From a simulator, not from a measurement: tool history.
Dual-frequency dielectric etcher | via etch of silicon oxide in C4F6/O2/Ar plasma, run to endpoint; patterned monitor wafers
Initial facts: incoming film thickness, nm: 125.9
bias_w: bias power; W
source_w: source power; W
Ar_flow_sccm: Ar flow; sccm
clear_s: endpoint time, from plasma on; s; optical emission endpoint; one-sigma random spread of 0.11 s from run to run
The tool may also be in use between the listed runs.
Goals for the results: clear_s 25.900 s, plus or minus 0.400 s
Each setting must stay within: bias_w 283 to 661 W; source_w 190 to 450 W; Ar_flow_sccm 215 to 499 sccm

| run | hour | bias_w | source_w | Ar_flow_sccm | clear_s |
|---|---|---|---|---|---|
| 1 | 0.0 | 472 | 320 | 357 | 31.445 |
| 2 | 6.5 | 438 | 320 | 357 | 32.649 |
| 3 | 10.5 | 479 | 320 | 356 | 30.697 |
| 4 | 13.4 | 503 | 320 | 356 | 29.912 |
| 5 | 15.8 | 524 | 320 | 356 | 29.443 |
| 6 | 18.7 | 545 | 320 | 356 | 28.710 |
| 7 | 23.5 | 562 | 320 | 356 | 28.248 |
| 8 | 28.6 | 577 | 320 | 356 | 27.525 |
| 9 | 36.7 | 587 | 320 | 356 | 27.624 |
| 10 | 41.6 | 661 | 340 | 351 | 25.318 |

Which of these 5 next moves meets every target?
| A | 46.5 | 603 | 360 | 315 | ? |
| B | 46.5 | 627 | 370 | 359 | ? |
| C | 46.5 | 659 | 400 | 401 | ? |
| D | 46.5 | 617 | 370 | 235 | ? |
| E | 46.5 | 654 | 350 | 326 | ? |

| move | clear_s |
|---|---|
| A | 25.798 |
| B | 25.295 |
| C | 24.197 |
| D | 24.632 |
| E | 24.995 |
A: all results in spec
B: no better and no worse than the last run
C: the biggest miss grows against the last run
D: the biggest miss grows against the last run
E: the biggest miss grows against the last run
So the answer is move A, the one that meets all the targets.
